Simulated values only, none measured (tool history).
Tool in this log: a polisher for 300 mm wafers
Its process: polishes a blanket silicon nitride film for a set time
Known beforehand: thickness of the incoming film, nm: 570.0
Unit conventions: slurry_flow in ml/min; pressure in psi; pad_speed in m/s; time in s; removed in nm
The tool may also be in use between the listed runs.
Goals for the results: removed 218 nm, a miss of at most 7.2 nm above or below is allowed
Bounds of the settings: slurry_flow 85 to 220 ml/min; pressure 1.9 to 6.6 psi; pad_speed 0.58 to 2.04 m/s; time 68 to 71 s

run  hour  slurry_flow  pressure  pad_speed  time  removed
  1     0          140       4.2        1.3    68   149.59
  2   1.3          145       4.5        1.3    68   162.26
  3   7.8          150       4.7        1.3    68   168.92
  4  12.3          150       4.9        1.3    68   172.76
  5  17.4          150       5.1        1.3    68   180.86
     19.8  -- worn pad replaced by a new one
  6  19.8          185       5.1        1.3    68   198.43
  7  21.9          190       5.1        1.3    68   196.49
  8  26.3          190       5.1        1.3    68   197.68

Next run, 4 choices. One meets every target within its allowed miss, the rest don't. Which?
  A  30.7          200       4.6       1.24    68        ?
  B  30.7          190       5.1        1.4    70        ?
  C  30.7          185       5.1        1.5    71        ?
  D  30.7          190       5.1       1.06    68        ?

move  removed
   A   173.59
   B   212.72
   C   227.14
   D   165.41
A: moves away from the targets compared with the last run
B: meets every target
C: takes the biggest miss from the last run beyond its target
D: moves away from the targets compared with the last run
Move B is the one to make.
